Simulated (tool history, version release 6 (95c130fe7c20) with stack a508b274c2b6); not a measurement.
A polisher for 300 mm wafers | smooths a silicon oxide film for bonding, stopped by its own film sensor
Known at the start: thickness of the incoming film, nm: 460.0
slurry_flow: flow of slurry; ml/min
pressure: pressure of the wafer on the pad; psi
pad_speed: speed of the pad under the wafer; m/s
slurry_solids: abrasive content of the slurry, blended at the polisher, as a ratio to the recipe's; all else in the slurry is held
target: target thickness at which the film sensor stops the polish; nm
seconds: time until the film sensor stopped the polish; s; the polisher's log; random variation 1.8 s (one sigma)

run	hour	slurry_flow	pressure	pad_speed	slurry_solids	target	seconds
1	0	265	2.4	0.8	1	375	115.32
2	8.5	265	2.4	0.9	1	375	108.55
3	9.4	265	2.4	1.1	1	375	90.535
4	15.4	265	1.9	1.1	1	375	113.55
5	21.7	265	2.3	1.1	1	375	96.09
6	25.2	265	2.1	1.1	1	375	104.25
7	28.1	265	1.9	1.1	1	375	114.33
8	33.2	265	1.3	1.08	1	375	168.06

Run 9 is up next; what results do you expect?
9	41.3	265	1.6	1.08	1	375	?

Run 9 yielded seconds 136.25 s.

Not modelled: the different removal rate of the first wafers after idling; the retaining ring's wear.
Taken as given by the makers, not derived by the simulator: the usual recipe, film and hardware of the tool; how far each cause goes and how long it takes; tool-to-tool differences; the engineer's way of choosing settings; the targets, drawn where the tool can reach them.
